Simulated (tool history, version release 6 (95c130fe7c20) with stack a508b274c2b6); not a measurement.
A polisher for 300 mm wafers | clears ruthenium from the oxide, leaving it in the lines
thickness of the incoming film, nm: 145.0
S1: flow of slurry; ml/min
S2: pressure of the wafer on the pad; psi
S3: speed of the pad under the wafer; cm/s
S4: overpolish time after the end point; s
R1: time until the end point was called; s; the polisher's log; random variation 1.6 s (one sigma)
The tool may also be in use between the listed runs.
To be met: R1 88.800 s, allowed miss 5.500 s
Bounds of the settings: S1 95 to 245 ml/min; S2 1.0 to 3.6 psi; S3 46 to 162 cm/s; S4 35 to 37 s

| run | hour | S1 | S2 | S3 | S4 | R1 |
|---|---|---|---|---|---|---|
| 1 | 0.0 | 155 | 2.3 | 104 | 35 | 109.030 |
| 2 | 0.6 | 155 | 2.3 | 104 | 35 | 111.480 |
| 3 | 7.5 | 155 | 2.3 | 114 | 35 | 107.930 |
| 4 | 10.1 | 175 | 2.3 | 114 | 35 | 101.610 |
| 5 | 18.0 | 175 | 2.3 | 100 | 35 | 116.860 |
| 6 | 26.3 | 190 | 2.3 | 100 | 35 | 114.720 |
| 7 | 33.7 | 190 | 2.4 | 100 | 35 | 109.820 |
| 8 | 38.5 | 190 | 2.5 | 100 | 35 | 106.110 |
| 9 | 45.2 | 190 | 2.6 | 100 | 35 | 101.010 |

Which of these 4 next moves meets every target?
| A | 51.9 | 195 | 2.3 | 106 | 35 | ? |
| B | 51.9 | 195 | 2.6 | 96 | 35 | ? |
| C | 51.9 | 190 | 2.1 | 126 | 35 | ? |
| D | 51.9 | 180 | 2.7 | 110 | 35 | ? |

| move | R1 |
|---|---|
| A | 109.220 |
| B | 106.200 |
| C | 101.890 |
| D | 91.154 |
A: further off than the last run
B: further off than the last run
C: further off than the last run
D: meets every target
Move D is the one to make.

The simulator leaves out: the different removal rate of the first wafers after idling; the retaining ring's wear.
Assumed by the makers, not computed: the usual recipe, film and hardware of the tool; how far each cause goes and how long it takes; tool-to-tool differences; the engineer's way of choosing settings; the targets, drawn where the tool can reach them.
